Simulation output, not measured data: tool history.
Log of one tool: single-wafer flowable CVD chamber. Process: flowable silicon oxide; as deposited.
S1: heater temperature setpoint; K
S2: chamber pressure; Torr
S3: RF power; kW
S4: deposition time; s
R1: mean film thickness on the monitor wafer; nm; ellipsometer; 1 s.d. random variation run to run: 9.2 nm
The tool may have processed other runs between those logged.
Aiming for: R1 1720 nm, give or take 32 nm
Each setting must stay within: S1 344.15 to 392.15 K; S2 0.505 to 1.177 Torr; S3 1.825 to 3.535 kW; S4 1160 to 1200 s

{"run": 1, "hour": 0.0, "S1": 368.15, "S2": 0.841, "S3": 2.68, "S4": 1160, "R1": 911.32}
{"run": 2, "hour": 6.9, "S1": 368.15, "S2": 0.841, "S3": 2.82, "S4": 1160, "R1": 928.82}
{"run": 3, "hour": 10.7, "S1": 363.15, "S2": 0.842, "S3": 2.82, "S4": 1160, "R1": 1111.2}
{"run": 4, "hour": 19.6, "S1": 363.15, "S2": 0.842, "S3": 2.82, "S4": 1160, "R1": 1108.3}
{"run": 5, "hour": 25.3, "S1": 370.15, "S2": 0.842, "S3": 2.82, "S4": 1160, "R1": 860.28}
{"run": 6, "hour": 29.7, "S1": 370.15, "S2": 0.842, "S3": 2.675, "S4": 1160, "R1": 854.82}
{"run": 7, "hour": 31.7, "S1": 365.15, "S2": 0.843, "S3": 2.675, "S4": 1160, "R1": 1032.1}
{"run": 8, "hour": 34.3, "S1": 361.15, "S2": 0.843, "S3": 2.675, "S4": 1160, "R1": 1165.2}
{"run": 9, "hour": 36.1, "S1": 349.15, "S2": 0.845, "S3": 2.675, "S4": 1160, "R1": 1669.9}

4 next moves are on the table. One of them brings every result within its allowed miss. Which?
{"run": "A", "hour": 37.9, "S1": 349.15, "S2": 0.784, "S3": 2.605, "S4": 1180, "R1": "?"}
{"run": "B", "hour": 37.9, "S1": 351.15, "S2": 0.918, "S3": 2.67, "S4": 1160, "R1": "?"}
{"run": "C", "hour": 37.9, "S1": 345.15, "S2": 0.829, "S3": 2.655, "S4": 1160, "R1": "?"}
{"run": "D", "hour": 37.9, "S1": 344.15, "S2": 0.775, "S3": 2.935, "S4": 1200, "R1": "?"}

move=A R1=1578.3
move=B R1=1717.5
move=C R1=1803.9
move=D R1=1813
A: misses by more than the last run did
B: every result lands within tolerance
C: the result that was furthest off in the last run now lies on the other side of its target
D: the result that was furthest off in the last run now lies on the other side of its target
So the answer is move B, the one that meets all the targets.
